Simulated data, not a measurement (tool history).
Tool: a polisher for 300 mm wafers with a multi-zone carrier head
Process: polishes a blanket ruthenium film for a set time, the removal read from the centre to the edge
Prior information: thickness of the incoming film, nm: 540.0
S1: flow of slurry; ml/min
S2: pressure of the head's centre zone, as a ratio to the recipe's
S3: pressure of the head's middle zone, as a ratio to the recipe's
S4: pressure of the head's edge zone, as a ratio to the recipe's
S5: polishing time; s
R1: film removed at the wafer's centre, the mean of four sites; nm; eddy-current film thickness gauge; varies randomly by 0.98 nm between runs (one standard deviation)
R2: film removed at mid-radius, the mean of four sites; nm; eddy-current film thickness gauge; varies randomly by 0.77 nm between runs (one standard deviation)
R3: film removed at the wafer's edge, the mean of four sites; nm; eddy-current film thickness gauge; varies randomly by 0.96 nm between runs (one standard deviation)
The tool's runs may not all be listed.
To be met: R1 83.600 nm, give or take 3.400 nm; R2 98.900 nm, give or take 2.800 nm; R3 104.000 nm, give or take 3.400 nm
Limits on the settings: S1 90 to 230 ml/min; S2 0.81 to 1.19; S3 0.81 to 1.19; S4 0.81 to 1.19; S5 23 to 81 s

run 1 hour=0.0 | S1=150 S2=1.00 S3=1.00 S4=1.00 S5=52 | R1=70.296 R2=71.287 R3=71.924
run 2 hour=5.4 | S1=155 S2=0.98 S3=1.01 S4=1.04 S5=55 | R1=74.544 R2=74.692 R3=80.155
run 3 hour=8.0 | S1=155 S2=0.98 S3=1.01 S4=0.96 S5=55 | R1=72.845 R2=75.687 R3=76.612
run 4 hour=15.1 | S1=165 S2=0.96 S3=1.04 S4=0.99 S5=57 | R1=74.212 R2=80.947 R3=79.776
run 5 hour=19.5 | S1=165 S2=0.89 S3=1.04 S4=0.99 S5=57 | R1=70.538 R2=80.211 R3=80.246
run 6 hour=22.8 | S1=195 S2=0.89 S3=1.04 S4=0.99 S5=57 | R1=72.830 R2=83.072 R3=81.973
run 7 hour=29.0 | S1=195 S2=0.88 S3=1.05 S4=1.02 S5=59 | R1=73.352 R2=86.086 R3=87.555
run 8 hour=30.0 | S1=220 S2=0.95 S3=1.14 S4=1.12 S5=63 | R1=87.679 R2=97.930 R3=95.487

Exactly one of the 4 candidate moves below puts every result within its allowed miss. Which one?
run A hour=31.0 | S1=220 S2=0.92 S3=1.03 S4=1.19 S5=64 | R1=? R2=? R3=?
run B hour=31.0 | S1=225 S2=0.87 S3=0.91 S4=1.19 S5=69 | R1=? R2=? R3=?
run C hour=31.0 | S1=230 S2=1.11 S3=1.19 S4=0.99 S5=60 | R1=? R2=? R3=?
run D hour=31.0 | S1=210 S2=0.90 S3=1.10 S4=1.19 S5=65 | R1=? R2=? R3=?

move=A R1=83.107 R2=93.607 R3=101.570
move=B R1=84.908 R2=93.418 R3=109.880
move=C R1=94.817 R2=97.278 R3=87.032
move=D R1=82.017 R2=98.752 R3=102.610
A: brings the result that was furthest off to its target, and leaves another outside
B: takes the result that was furthest off past its target
C: the biggest miss grows against the last run
D: every result within its allowed miss
Go with D: it meets all targets.

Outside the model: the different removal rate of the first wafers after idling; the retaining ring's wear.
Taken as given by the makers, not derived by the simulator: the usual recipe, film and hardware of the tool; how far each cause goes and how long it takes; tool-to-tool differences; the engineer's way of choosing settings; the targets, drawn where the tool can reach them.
